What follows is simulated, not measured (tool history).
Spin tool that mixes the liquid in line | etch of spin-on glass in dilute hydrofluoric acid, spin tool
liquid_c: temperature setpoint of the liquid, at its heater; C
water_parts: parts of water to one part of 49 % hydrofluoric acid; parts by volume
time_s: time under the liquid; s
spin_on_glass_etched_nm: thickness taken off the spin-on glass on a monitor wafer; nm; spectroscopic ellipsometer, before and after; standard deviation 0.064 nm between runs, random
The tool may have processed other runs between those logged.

run 1 hour=0.0 | liquid_c=25.0 water_parts=285 time_s=65 | spin_on_glass_etched_nm=4.5663
run 2 hour=1.5 | liquid_c=26.0 water_parts=270 time_s=65 | spin_on_glass_etched_nm=5.0303
run 3 hour=3.1 | liquid_c=27.0 water_parts=255 time_s=65 | spin_on_glass_etched_nm=5.6912
run 4 hour=8.1 | liquid_c=27.0 water_parts=255 time_s=50 | spin_on_glass_etched_nm=4.3372
run 5 hour=12.4 | liquid_c=27.0 water_parts=230 time_s=50 | spin_on_glass_etched_nm=4.9632
run 6 hour=16.5 | liquid_c=27.5 water_parts=205 time_s=50 | spin_on_glass_etched_nm=5.7780
run 7 hour=18.5 | liquid_c=31.5 water_parts=125 time_s=50 | spin_on_glass_etched_nm=12.2120
run 8 hour=19.9 | liquid_c=28.0 water_parts=125 time_s=50 | spin_on_glass_etched_nm=10.7430

Run 9 has not been measured yet. What should we expect?
run 9 hour=22.7 | liquid_c=27.5 water_parts=125 time_s=50 | spin_on_glass_etched_nm=?

spin_on_glass_etched_nm: 10.4970 nm

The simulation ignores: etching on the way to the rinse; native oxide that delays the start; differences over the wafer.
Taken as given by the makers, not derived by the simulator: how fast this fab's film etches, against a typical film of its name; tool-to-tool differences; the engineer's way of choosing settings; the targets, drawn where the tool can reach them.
